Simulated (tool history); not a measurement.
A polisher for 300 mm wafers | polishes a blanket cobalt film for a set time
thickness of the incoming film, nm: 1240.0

run  hour  flow of slurry (ml/min)  pressure of the wafer on the pad (kPa)  speed of the pad under the wafer (m/s)  polishing time (s)  film removed (angstrom)
  1   0.0                      290                                    15.9                                    1.02                  56                   3877.2
  2   1.1                      265                                    15.9                                    1.02                  56                   3803.3
  3   2.8                      295                                    17.9                                    1.02                  56                   4165.2
  4   4.3                      225                                    17.9                                    1.02                  56                   4087.8
  5  12.8                      265                                    17.9                                    1.02                  56                   4137.7
  6  18.5                      280                                    20.0                                    1.04                  56                   4587.1
  7  20.5                      285                                    21.4                                    1.06                  56                   4878.1

Estimate the outcome of run 8 from the log above:
  8  22.7                      285                                    22.8                                    1.08                  56                        ?

film removed (angstrom): 5275.0
